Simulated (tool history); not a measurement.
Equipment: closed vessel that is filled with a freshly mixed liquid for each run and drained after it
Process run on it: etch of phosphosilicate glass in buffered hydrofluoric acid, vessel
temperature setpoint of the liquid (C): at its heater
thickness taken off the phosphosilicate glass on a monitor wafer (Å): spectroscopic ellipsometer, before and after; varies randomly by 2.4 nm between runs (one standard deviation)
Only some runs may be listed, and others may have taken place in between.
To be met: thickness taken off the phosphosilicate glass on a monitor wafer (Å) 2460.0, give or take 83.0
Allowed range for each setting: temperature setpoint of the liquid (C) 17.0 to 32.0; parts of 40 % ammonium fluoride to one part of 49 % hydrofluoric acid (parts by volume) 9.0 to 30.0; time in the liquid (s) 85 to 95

run  hour  temperature setpoint of the liquid (C)  parts of 40 % ammonium fluoride to one part of 49 % hydrofluoric acid (parts by volume)  time in the liquid (s)  thickness taken off the phosphosilicate glass on a monitor wafer (Å)
  1   0.0                                    24.0                                                                                     24.0                      85                                                                1675.3
  2   5.5                                    24.0                                                                                     24.0                      85                                                                1713.6
  3  11.1                                    26.5                                                                                     24.0                      85                                                                1941.8
  4  13.2                                    27.5                                                                                     24.0                      85                                                                2076.3
  5  17.5                                    25.5                                                                                     24.0                      85                                                                1857.2
  6  26.3                                    25.5                                                                                     27.0                      85                                                                1736.3
  7  27.4                                    27.0                                                                                     27.0                      85                                                                1866.3
  8  31.4                                    28.0                                                                                     27.0                      85                                                                1966.5

Consider the 5 candidate settings below. Which is the only one whose results all fall within their allowed miss of target?
  A  35.4                                    32.0                                                                                     24.5                      90                                                                     ?
  B  35.4                                    32.0                                                                                     26.0                      95                                                                     ?
  C  35.4                                    28.5                                                                                     25.5                      85                                                                     ?
  D  35.4                                    26.0                                                                                     28.0                      85                                                                     ?
  E  35.4                                    29.0                                                                                     23.0                      90                                                                     ?

move  thickness taken off the phosphosilicate glass on a monitor wafer (Å)
   A                                                                2780.9
   B                                                                2819.2
   C                                                                2123.6
   D                                                                1740.7
   E                                                                2478.2
A: takes the biggest miss from the last run beyond its target
B: takes the biggest miss from the last run beyond its target
C: closer than the last run, but not yet in spec
D: further off than the last run
E: every result within its allowed miss
So the answer is move E, the one that meets all the targets.
